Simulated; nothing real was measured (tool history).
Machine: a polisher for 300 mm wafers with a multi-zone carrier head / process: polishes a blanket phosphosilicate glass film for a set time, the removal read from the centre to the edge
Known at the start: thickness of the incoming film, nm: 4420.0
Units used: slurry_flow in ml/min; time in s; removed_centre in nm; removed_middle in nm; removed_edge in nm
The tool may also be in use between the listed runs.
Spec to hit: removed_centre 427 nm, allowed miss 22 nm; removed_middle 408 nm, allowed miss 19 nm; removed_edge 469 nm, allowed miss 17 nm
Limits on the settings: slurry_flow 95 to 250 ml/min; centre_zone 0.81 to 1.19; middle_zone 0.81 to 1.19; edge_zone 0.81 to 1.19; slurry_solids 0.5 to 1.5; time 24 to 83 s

run	hour	slurry_flow	centre_zone	middle_zone	edge_zone	slurry_solids	time	removed_centre	removed_middle	removed_edge
1	0	160	1	1	1	1	53	528.3	532.64	545.33
2	1.9	160	1	1.03	1	1	53	525.77	551.42	536.56
3	10	160	1	1.03	1.04	1	53	536.97	555.7	560.05
4	18.1	155	0.99	0.99	1.01	0.95	53	497.59	518.62	523.46
5	18.8	155	0.99	0.99	1.01	1.15	53	556.04	578.58	568.8
6	24.4	155	0.99	0.99	1.01	1.25	53	574.86	583.92	590.37
7	26.3	150	0.99	0.95	1.01	1.15	53	543.22	566.52	572.94
8	28.5	165	1	0.93	1.02	1	52	531.08	504.83	537.02
9	34.3	160	0.99	0.91	1.02	0.95	52	498.73	478.04	522.95
10	42.6	155	0.99	0.89	1.01	0.9	52	477.3	449.94	501.42

Which single option among these 4 for the next run brings every result within its allowed miss of target? Just one does.
A	50.9	150	0.93	0.85	0.98	1.05	45	?	?	?
B	50.9	210	1.07	1	0.93	1.35	40	?	?	?
C	50.9	150	1.02	0.96	0.94	0.95	49	?	?	?
D	50.9	140	1	0.89	1	0.9	53	?	?	?

move	removed_centre	removed_middle	removed_edge
A	417.29	405.84	454.62
B	512.52	491.18	460.77
C	473.64	463.77	459.92
D	478.79	450.11	492.26
A: meets every target
B: its largest miss is bigger than the last run's
C: its largest miss is bigger than the last run's
D: just as far off the targets as the last run
Go with A: it meets all targets.
